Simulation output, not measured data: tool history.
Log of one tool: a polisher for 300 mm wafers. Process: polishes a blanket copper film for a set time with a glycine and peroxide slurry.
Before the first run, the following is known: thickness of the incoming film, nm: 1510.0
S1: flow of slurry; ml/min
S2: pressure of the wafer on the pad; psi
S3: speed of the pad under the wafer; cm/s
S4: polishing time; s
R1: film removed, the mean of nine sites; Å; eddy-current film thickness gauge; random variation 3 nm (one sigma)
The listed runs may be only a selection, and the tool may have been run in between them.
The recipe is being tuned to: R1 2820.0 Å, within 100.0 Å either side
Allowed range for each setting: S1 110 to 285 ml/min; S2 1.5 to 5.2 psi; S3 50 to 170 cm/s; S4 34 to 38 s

Run 1, hour 0.0: S1 180 ml/min, S2 3.3 psi, S3 110 cm/s, S4 38 s. Result: R1 2256.5 Å.
Run 2, hour 8.6: S1 180 ml/min, S2 3.3 psi, S3 126 cm/s, S4 38 s. Result: R1 2563.9 Å.
Run 3, hour 11.4: S1 180 ml/min, S2 3.3 psi, S3 126 cm/s, S4 34 s. Result: R1 2299.1 Å.
Run 4, hour 15.7: S1 180 ml/min, S2 3.3 psi, S3 110 cm/s, S4 34 s. Result: R1 2010.8 Å.
Run 5, hour 23.2: S1 185 ml/min, S2 3.7 psi, S3 110 cm/s, S4 34 s. Result: R1 2233.8 Å.
Run 6, hour 30.3: S1 225 ml/min, S2 3.7 psi, S3 110 cm/s, S4 34 s. Result: R1 2297.5 Å.
Run 7, hour 33.2: S1 225 ml/min, S2 3.7 psi, S3 110 cm/s, S4 34 s. Result: R1 2272.4 Å.
Run 8, hour 39.5: S1 225 ml/min, S2 4.0 psi, S3 110 cm/s, S4 34 s. Result: R1 2512.1 Å.
Run 9, hour 46.8: S1 225 ml/min, S2 4.1 psi, S3 110 cm/s, S4 34 s. Result: R1 2544.8 Å.

Below are 5 possible settings for the next run. Only one of them brings all results inside the allowed miss of their targets. Which is it?
Run A, hour 54.1: S1 210 ml/min, S2 5.1 psi, S3 78 cm/s, S4 36 s. Result: R1 ?.
Run B, hour 54.1: S1 250 ml/min, S2 4.3 psi, S3 100 cm/s, S4 35 s. Result: R1 ?.
Run C, hour 54.1: S1 240 ml/min, S2 4.1 psi, S3 118 cm/s, S4 35 s. Result: R1 ?.
Run D, hour 54.1: S1 180 ml/min, S2 4.2 psi, S3 120 cm/s, S4 38 s. Result: R1 ?.
Run E, hour 54.1: S1 230 ml/min, S2 3.9 psi, S3 102 cm/s, S4 34 s. Result: R1 ?.

move      R1
   A  2403.9
   B  2529.6
   C  2780.4
   D  3009.2
   E  2270.0
A: moves away from the targets compared with the last run
B: moves away from the targets compared with the last run
C: every result within its allowed miss
D: pushes the last run's worst result past its target
E: moves away from the targets compared with the last run
Go with C: it meets all targets.
